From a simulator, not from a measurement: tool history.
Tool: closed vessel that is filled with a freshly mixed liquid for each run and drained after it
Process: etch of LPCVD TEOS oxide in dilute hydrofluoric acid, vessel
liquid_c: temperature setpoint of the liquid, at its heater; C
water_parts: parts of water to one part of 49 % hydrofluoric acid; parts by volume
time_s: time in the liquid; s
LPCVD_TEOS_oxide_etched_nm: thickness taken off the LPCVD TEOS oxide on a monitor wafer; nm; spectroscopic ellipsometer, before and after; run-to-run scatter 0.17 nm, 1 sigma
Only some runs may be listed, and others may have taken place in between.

run	hour	liquid_c	water_parts	time_s	LPCVD_TEOS_oxide_etched_nm
1	0.0	22.0	100	130	42.170
2	1.7	22.0	100	130	41.839
3	4.4	21.5	100	130	41.357
4	7.3	21.0	100	130	40.620
5	14.0	23.0	100	130	43.459
6	14.9	25.5	100	130	48.102
7	20.2	25.5	100	130	48.585
8	20.8	24.5	100	130	46.103
9	29.1	24.0	100	130	45.743
10	30.7	23.5	100	130	44.668
11	35.3	23.0	100	130	43.765
12	43.1	22.5	100	130	43.198

The next listed run, before its measurement:
13	51.0	22.0	100	130	?

LPCVD_TEOS_oxide_etched_nm: 42.232 nm

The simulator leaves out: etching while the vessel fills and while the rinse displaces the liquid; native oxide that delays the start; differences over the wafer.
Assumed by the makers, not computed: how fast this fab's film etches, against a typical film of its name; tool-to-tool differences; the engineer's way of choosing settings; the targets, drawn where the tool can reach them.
